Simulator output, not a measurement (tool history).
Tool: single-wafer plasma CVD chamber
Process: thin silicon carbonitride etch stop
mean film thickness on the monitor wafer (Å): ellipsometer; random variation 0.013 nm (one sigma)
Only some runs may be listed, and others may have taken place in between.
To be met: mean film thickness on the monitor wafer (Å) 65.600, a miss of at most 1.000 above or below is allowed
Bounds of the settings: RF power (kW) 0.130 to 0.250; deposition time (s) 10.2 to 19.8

run  hour  RF power (kW)  deposition time (s)  mean film thickness on the monitor wafer (Å)
  1   0.0          0.190                 15.0                                        85.278
  2   5.1          0.170                 15.0                                        81.203
  3  10.5          0.195                 15.0                                        86.350
  4  14.7          0.220                 15.0                                        91.176
  5  18.1          0.210                 15.0                                        89.536
  6  23.2          0.225                 15.0                                        91.987
  7  30.1          0.205                 14.5                                        85.596
  8  34.5          0.190                 14.1                                        80.073
  9  41.3          0.180                 13.9                                        77.112
 10  49.9          0.170                 13.7                                        74.094
 11  54.9          0.160                 13.6                                        71.331
 12  62.7          0.155                 13.6                                        70.147
 13  63.3          0.150                 13.6                                        68.970
 14  71.9          0.145                 13.6                                        68.005
 15  73.7          0.130                 13.4                                        63.023
 16  80.5          0.135                 13.4                                        64.236

Of the 4 settings listed for the next run, only one would bring every result within its allowed miss of target. Which one?
  A  87.3          0.130                 13.2                                             ?
  B  87.3          0.145                 13.1                                             ?
  C  87.3          0.130                 13.1                                             ?
  D  87.3          0.130                 13.4                                             ?

move  mean film thickness on the monitor wafer (Å)
   A                                        62.063
   B                                        65.459
   C                                        61.593
   D                                        63.004
A: the biggest miss grows against the last run
B: meets every target
C: the biggest miss grows against the last run
D: the biggest miss grows against the last run
Move B is the one to make.
